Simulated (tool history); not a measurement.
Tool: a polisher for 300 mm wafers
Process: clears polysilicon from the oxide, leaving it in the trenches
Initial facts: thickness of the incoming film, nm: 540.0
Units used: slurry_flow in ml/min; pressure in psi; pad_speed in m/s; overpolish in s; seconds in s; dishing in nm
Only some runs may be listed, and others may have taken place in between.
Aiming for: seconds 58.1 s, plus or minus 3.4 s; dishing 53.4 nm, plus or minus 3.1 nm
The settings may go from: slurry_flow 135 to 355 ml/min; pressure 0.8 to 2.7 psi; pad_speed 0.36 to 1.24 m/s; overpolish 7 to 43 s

run  hour  slurry_flow  pressure  pad_speed  overpolish  seconds  dishing
  1     0          225       1.7        0.8          22   90.858   58.048
  2   7.8          225       1.7        0.8          14   91.362   48.777
  3   8.5          225       1.8        0.8          14   79.986   52.051
  4  17.3          225       1.9        0.8          13   78.943   51.088
  5  24.3          225         2        0.8          12   75.364     49.8
  6  29.1          225         2        0.8          20   73.179   59.701
  7    33          225       2.1        0.8          18   71.952   59.768
  8  40.6          225       2.2       0.82          16   65.409   57.048
  9    47          225       2.2       0.82          15   66.239   56.175
 10  53.8          225       2.2       0.82          14   68.471   55.327
 11  55.4          225       2.3       0.82          13   61.686   53.713

4 candidate next runs follow, results not yet known. Just one meets every target within its allowed miss. Identify it.
  A    57          140       2.7       0.84          20        ?        ?
  B    57          180       2.4       0.82          15        ?        ?
  C    57          200       2.7       0.86          11        ?        ?
  D    57          270       2.2       0.92          11        ?        ?

move  seconds  dishing
   A   58.331   62.636
   B   63.861   57.791
   C   53.443   55.448
   D   58.913   53.533
A: corrects the largest miss of the last run, while another result sits out of spec
B: the biggest miss grows against the last run
C: moves the result that the last run missed by most past its target, out the other side
D: in spec on every target
Go with D: it meets all targets.
